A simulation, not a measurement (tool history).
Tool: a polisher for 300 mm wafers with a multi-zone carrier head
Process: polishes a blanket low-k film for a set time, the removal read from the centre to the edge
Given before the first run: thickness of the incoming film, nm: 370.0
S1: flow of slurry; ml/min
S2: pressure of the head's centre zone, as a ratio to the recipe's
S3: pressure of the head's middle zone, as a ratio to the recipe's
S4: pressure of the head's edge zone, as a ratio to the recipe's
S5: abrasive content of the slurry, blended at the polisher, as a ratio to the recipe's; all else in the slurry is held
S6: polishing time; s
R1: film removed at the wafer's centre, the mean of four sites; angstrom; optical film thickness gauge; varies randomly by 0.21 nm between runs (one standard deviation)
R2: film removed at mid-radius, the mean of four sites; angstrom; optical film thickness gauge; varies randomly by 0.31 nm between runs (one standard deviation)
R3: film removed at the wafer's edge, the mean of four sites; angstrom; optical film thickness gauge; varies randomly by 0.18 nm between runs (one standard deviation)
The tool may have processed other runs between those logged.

run	day	S1	S2	S3	S4	S5	S6	R1	R2	R3
1	0.000	245	1.00	1.00	1.00	1.00	80	299.51	309.18	305.14
2	0.217	245	1.00	1.00	1.00	0.85	80	280.15	290.44	285.52
3	0.388	245	1.07	1.00	1.00	0.85	80	300.89	285.53	281.87
4	0.762	230	1.07	0.95	0.99	0.80	80	288.13	264.18	275.65
5	1.112	220	1.07	0.91	0.96	0.75	80	279.49	254.54	265.37
6	1.292	215	1.08	0.88	0.96	0.70	80	271.72	236.79	257.14
7	1.346	210	1.08	0.86	0.95	0.70	80	275.62	236.10	255.67
8	1.721	205	1.08	0.85	0.96	0.70	80	273.38	231.86	257.78

Forecast run 9:
9	1.850	200	1.08	0.84	0.96	0.70	80	?	?	?

{"run 9": {"R1": 269.66, "R2": 224.79, "R3": 251.77}}
